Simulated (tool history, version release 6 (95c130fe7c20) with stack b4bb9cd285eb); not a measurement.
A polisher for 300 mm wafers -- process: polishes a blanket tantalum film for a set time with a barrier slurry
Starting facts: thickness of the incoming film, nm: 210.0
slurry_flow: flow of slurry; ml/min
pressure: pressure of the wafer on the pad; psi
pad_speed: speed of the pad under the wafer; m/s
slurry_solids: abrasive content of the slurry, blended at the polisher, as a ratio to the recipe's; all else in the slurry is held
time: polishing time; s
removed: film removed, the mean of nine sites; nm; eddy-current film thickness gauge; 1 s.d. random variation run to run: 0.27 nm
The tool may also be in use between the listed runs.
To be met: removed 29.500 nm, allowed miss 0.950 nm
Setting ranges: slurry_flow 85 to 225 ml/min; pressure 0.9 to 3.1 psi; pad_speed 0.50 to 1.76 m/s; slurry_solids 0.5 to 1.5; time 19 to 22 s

run	day	slurry_flow	pressure	pad_speed	slurry_solids	time	removed
1	0.000	145	2.0	1.12	1.0	22	49.405
2	0.171	145	2.2	1.12	1.0	22	54.189
3	0.312	145	2.5	1.12	1.0	22	60.979
4	0.496	145	2.1	1.12	1.0	22	52.465
5	0.579	145	2.1	1.12	1.0	22	52.703
6	0.908	170	2.1	1.12	1.0	22	53.900
7	0.946	165	1.9	1.12	1.0	22	48.474
8	1.275	165	1.9	1.12	1.0	22	48.326
9	1.404	165	1.7	1.12	1.0	22	42.379
10	1.704	160	1.6	1.12	1.0	22	40.208
11	1.833	155	1.5	1.12	1.0	22	37.270
12	2.071	155	1.5	1.12	1.0	22	37.631
13	2.175	150	1.4	1.12	1.0	22	34.864
14	2.275	145	1.4	1.12	1.0	22	35.631
15	2.396	145	1.0	1.12	1.0	22	25.214
16	2.446	155	1.0	1.12	1.0	22	25.896

Consider the 5 candidate settings below. Which is the only one whose results all fall within their allowed miss of target?
A	2.496	225	1.1	1.38	0.7	19	?
B	2.496	150	1.3	1.06	1.0	22	?
C	2.496	150	1.2	1.16	0.8	22	?
D	2.496	200	0.9	1.70	0.7	20	?
E	2.496	195	1.0	1.22	0.8	19	?

move	removed
A	27.212
B	31.744
C	29.443
D	27.559
E	23.197
A: closes in on the targets versus the last run, not all within tolerance yet
B: takes the result that was furthest off past its target
C: meets every target
D: closes in on the targets versus the last run, not all within tolerance yet
E: the biggest miss grows against the last run
The right move is C.
